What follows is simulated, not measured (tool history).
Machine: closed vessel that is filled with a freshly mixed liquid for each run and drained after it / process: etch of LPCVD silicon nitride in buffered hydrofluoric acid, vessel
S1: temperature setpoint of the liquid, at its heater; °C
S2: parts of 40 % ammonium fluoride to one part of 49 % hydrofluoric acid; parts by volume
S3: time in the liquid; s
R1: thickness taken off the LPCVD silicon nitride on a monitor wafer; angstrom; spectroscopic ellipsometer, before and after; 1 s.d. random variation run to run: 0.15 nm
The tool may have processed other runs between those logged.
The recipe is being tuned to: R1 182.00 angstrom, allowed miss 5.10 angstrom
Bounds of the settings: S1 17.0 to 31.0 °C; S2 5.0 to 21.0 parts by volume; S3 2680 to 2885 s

run 1 day=0.000 | S1=23.0 S2=13.0 S3=2680 | R1=271.32
run 2 day=0.125 | S1=21.5 S2=13.5 S3=2680 | R1=239.37
run 3 day=0.279 | S1=21.5 S2=11.5 S3=2680 | R1=284.37
run 4 day=0.417 | S1=21.5 S2=14.0 S3=2680 | R1=230.36
run 5 day=0.512 | S1=20.0 S2=14.0 S3=2680 | R1=216.09
run 6 day=0.862 | S1=19.0 S2=14.0 S3=2680 | R1=202.24
run 7 day=1.029 | S1=18.5 S2=14.0 S3=2680 | R1=196.34
run 8 day=1.212 | S1=18.0 S2=14.0 S3=2680 | R1=192.50

4 candidate next runs follow, results not yet known. Just one meets every target within its allowed miss. Identify it.
run A day=1.396 | S1=19.0 S2=16.5 S3=2820 | R1=?
run B day=1.396 | S1=17.5 S2=15.0 S3=2710 | R1=?
run C day=1.396 | S1=19.0 S2=14.5 S3=2680 | R1=?
run D day=1.396 | S1=18.0 S2=16.0 S3=2760 | R1=?

move=A R1=180.71
move=B R1=175.20
move=C R1=195.04
move=D R1=172.27
A: each result inside its tolerance
B: pushes the last run's worst result past its target
C: misses by more than the last run did
D: pushes the last run's worst result past its target
Answer: A
